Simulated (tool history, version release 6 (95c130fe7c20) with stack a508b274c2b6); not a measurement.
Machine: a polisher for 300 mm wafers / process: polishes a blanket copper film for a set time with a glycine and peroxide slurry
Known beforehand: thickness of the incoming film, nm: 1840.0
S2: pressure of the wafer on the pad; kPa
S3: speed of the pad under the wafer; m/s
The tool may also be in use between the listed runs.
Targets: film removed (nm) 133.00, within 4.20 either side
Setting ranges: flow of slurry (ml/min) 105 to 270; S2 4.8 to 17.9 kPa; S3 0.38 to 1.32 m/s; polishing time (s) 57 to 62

{"run": 1, "hour": 0.0, "flow of slurry (ml/min)": 175, "S2": 11.0, "S3": 0.84, "polishing time (s)": 62, "film removed (nm)": 178.32}
{"run": 2, "hour": 2.0, "flow of slurry (ml/min)": 170, "S2": 10.3, "S3": 0.84, "polishing time (s)": 62, "film removed (nm)": 168.84}
{"run": 3, "hour": 5.0, "flow of slurry (ml/min)": 170, "S2": 10.3, "S3": 0.84, "polishing time (s)": 62, "film removed (nm)": 169.3}
{"run": 4, "hour": 9.7, "flow of slurry (ml/min)": 170, "S2": 9.0, "S3": 0.84, "polishing time (s)": 62, "film removed (nm)": 152.32}
{"run": 5, "hour": 17.4, "flow of slurry (ml/min)": 195, "S2": 9.0, "S3": 0.84, "polishing time (s)": 62, "film removed (nm)": 159.83}
{"run": 6, "hour": 24.4, "flow of slurry (ml/min)": 185, "S2": 9.0, "S3": 0.84, "polishing time (s)": 62, "film removed (nm)": 156.05}
{"run": 7, "hour": 30.6, "flow of slurry (ml/min)": 175, "S2": 9.0, "S3": 0.84, "polishing time (s)": 62, "film removed (nm)": 156.96}
{"run": 8, "hour": 31.6, "flow of slurry (ml/min)": 170, "S2": 8.3, "S3": 0.84, "polishing time (s)": 62, "film removed (nm)": 146.52}
{"run": 9, "hour": 38.4, "flow of slurry (ml/min)": 165, "S2": 8.3, "S3": 0.84, "polishing time (s)": 62, "film removed (nm)": 144.81}
{"run": 10, "hour": 46.2, "flow of slurry (ml/min)": 160, "S2": 8.3, "S3": 0.84, "polishing time (s)": 62, "film removed (nm)": 143.93}
{"run": 11, "hour": 50.4, "flow of slurry (ml/min)": 145, "S2": 6.9, "S3": 0.84, "polishing time (s)": 62, "film removed (nm)": 126.96}
{"run": 12, "hour": 57.6, "flow of slurry (ml/min)": 150, "S2": 6.9, "S3": 0.84, "polishing time (s)": 62, "film removed (nm)": 127.86}

Below are 5 possible settings for the next run. Only one of them brings all results inside the allowed miss of their targets. Which is it?
{"run": "A", "hour": 64.8, "flow of slurry (ml/min)": 145, "S2": 6.9, "S3": 0.92, "polishing time (s)": 61, "film removed (nm)": "?"}
{"run": "B", "hour": 64.8, "flow of slurry (ml/min)": 120, "S2": 6.2, "S3": 1.0, "polishing time (s)": 60, "film removed (nm)": "?"}
{"run": "C", "hour": 64.8, "flow of slurry (ml/min)": 210, "S2": 5.5, "S3": 1.0, "polishing time (s)": 57, "film removed (nm)": "?"}
{"run": "D", "hour": 64.8, "flow of slurry (ml/min)": 130, "S2": 7.6, "S3": 0.82, "polishing time (s)": 58, "film removed (nm)": "?"}
{"run": "E", "hour": 64.8, "flow of slurry (ml/min)": 170, "S2": 7.6, "S3": 0.68, "polishing time (s)": 62, "film removed (nm)": "?"}

move=A film_removed_(nm)=132.11
move=B film_removed_(nm)=122.79
move=C film_removed_(nm)=120.91
move=D film_removed_(nm)=121.19
move=E film_removed_(nm)=122.60
A: every result within its allowed miss
B: moves away from the targets compared with the last run
C: moves away from the targets compared with the last run
D: moves away from the targets compared with the last run
E: moves away from the targets compared with the last run
The right move is A.
